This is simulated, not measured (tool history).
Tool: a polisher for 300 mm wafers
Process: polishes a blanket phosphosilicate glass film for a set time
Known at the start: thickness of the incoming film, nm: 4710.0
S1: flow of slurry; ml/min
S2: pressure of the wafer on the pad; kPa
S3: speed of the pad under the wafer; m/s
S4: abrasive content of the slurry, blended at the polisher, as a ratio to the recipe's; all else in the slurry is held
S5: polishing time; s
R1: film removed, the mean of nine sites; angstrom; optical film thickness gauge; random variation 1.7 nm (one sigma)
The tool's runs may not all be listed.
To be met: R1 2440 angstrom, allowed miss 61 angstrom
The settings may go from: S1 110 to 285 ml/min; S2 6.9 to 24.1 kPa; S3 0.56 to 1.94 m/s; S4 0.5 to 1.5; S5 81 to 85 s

| run | day | S1 | S2 | S3 | S4 | S5 | R1 |
|---|---|---|---|---|---|---|---|
| 1 | 0 | 180 | 15.2 | 1.24 | 1 | 81 | 4763.7 |
| 2 | 0.304 | 205 | 15.2 | 1.24 | 1 | 81 | 4871.6 |
| 3 | 0.333 | 205 | 15.2 | 1.44 | 1 | 81 | 5461.4 |
| 4 | 0.388 | 205 | 13.8 | 1.44 | 1 | 81 | 5013.7 |
| 5 | 0.712 | 195 | 11.7 | 1.32 | 1 | 81 | 4086.2 |
| 6 | 0.808 | 185 | 10.3 | 1.22 | 1 | 81 | 3465.4 |
| 7 | 0.95 | 175 | 9 | 1.16 | 1 | 81 | 2962.2 |
| 8 | 1.058 | 175 | 9 | 1.16 | 1 | 81 | 2984.8 |
|  | 1.133 | head pressure recalibrated |
| 9 | 1.133 | 165 | 8.3 | 1.14 | 1 | 81 | 2977.9 |
| 10 | 1.308 | 215 | 6.9 | 0.94 | 1 | 81 | 2284.3 |

Which of these 5 next moves meets every target?
| A | 1.483 | 215 | 9 | 0.6 | 1.15 | 85 | ? |
| B | 1.483 | 200 | 6.9 | 0.98 | 1.1 | 81 | ? |
| C | 1.483 | 220 | 7.6 | 0.98 | 0.8 | 82 | ? |
| D | 1.483 | 205 | 7.6 | 0.8 | 1 | 84 | ? |
| E | 1.483 | 210 | 9.7 | 0.76 | 1 | 84 | ? |

| move | R1 |
|---|---|
| A | 2211.4 |
| B | 2497.7 |
| C | 2278.6 |
| D | 2250.2 |
| E | 2595.8 |
A: further off than the last run
B: meets every target
C: as far off as the last run
D: further off than the last run
E: takes the result that was furthest off past its target
Move B is the one to make.

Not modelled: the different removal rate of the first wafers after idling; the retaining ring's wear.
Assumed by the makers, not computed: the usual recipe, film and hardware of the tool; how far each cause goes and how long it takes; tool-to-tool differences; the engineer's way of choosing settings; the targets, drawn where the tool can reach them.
